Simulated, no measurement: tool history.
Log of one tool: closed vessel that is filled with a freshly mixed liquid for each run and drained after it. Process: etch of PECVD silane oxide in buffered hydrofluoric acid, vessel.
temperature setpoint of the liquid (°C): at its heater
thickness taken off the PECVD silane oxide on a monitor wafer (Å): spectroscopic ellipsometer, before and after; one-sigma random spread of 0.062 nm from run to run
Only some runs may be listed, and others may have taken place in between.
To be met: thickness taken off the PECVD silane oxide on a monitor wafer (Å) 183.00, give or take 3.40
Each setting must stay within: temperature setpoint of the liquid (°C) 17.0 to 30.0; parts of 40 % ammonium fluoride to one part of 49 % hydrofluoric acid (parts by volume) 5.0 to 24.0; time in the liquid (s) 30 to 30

run,hour,temperature setpoint of the liquid (°C),parts of 40 % ammonium fluoride to one part of 49 % hydrofluoric acid (parts by volume),time in the liquid (s),thickness taken off the PECVD silane oxide on a monitor wafer (Å)
1,0.0,22.0,14.5,30,292.60
2,5.0,20.5,15.5,30,250.58
3,7.0,20.5,11.5,30,335.56
4,14.7,20.5,11.5,30,335.31
5,17.8,20.5,9.5,30,397.98
6,26.9,20.5,6.5,30,578.05
7,30.2,19.5,9.0,30,389.61
8,33.2,19.0,10.5,30,337.32
9,36.9,18.5,12.0,30,286.77
10,39.4,18.5,12.0,30,287.52
11,42.3,18.0,13.0,30,259.27
12,46.6,17.5,14.0,30,233.56
13,48.1,17.5,14.5,30,225.45
14,51.6,17.5,15.0,30,218.22
15,60.0,17.5,15.0,30,218.64
16,66.3,17.5,15.0,30,217.34
17,75.0,17.5,15.5,30,211.50
18,83.4,17.5,16.0,30,205.16
19,87.2,17.5,16.5,30,199.82
20,90.4,17.0,17.0,30,187.96

Next run, 4 choices. One meets every target within its allowed miss, the rest don't. Which?
A,93.6,17.0,17.5,30,?
B,93.6,17.0,18.0,30,?
C,93.6,19.5,19.0,30,?
D,93.6,17.0,16.0,30,?

move,thickness taken off the PECVD silane oxide on a monitor wafer (Å)
A,182.22
B,177.22
C,193.63
D,199.07
A: meets every target
B: carries the result that was furthest off beyond its target, to the other side
C: further off than the last run
D: further off than the last run
Go with A: it meets all targets.
